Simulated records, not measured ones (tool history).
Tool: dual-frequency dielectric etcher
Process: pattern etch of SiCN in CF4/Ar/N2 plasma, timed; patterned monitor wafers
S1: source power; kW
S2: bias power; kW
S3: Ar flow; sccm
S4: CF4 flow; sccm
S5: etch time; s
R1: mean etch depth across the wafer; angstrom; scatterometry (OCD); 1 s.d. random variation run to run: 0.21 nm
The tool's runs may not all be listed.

Run 1, hour 0: S1 0.37 kW, S2 0.051 kW, S3 86 sccm, S4 60 sccm, S5 91 s. Result: R1 525.97 angstrom.
Run 2, hour 5.1: S1 0.34 kW, S2 0.051 kW, S3 86 sccm, S4 60 sccm, S5 91 s. Result: R1 491.69 angstrom.
Run 3, hour 7.5: S1 0.34 kW, S2 0.057 kW, S3 86 sccm, S4 60 sccm, S5 91 s. Result: R1 505.07 angstrom.
Run 4, hour 13.9: S1 0.34 kW, S2 0.057 kW, S3 86 sccm, S4 60 sccm, S5 83 s. Result: R1 456.22 angstrom.
Run 5, hour 14.6: S1 0.34 kW, S2 0.057 kW, S3 79 sccm, S4 60 sccm, S5 83 s. Result: R1 459.47 angstrom.
Run 6, hour 16.8: S1 0.36 kW, S2 0.057 kW, S3 79 sccm, S4 60 sccm, S5 83 s. Result: R1 483.95 angstrom.

The next listed run, before its measurement:
At hour 21.8: source power generator calibrated.
Run 7, hour 21.8: S1 0.35 kW, S2 0.057 kW, S3 79 sccm, S4 60 sccm, S5 83 s. Result: R1 ?.

Run 7 came out at R1 492.37 angstrom.
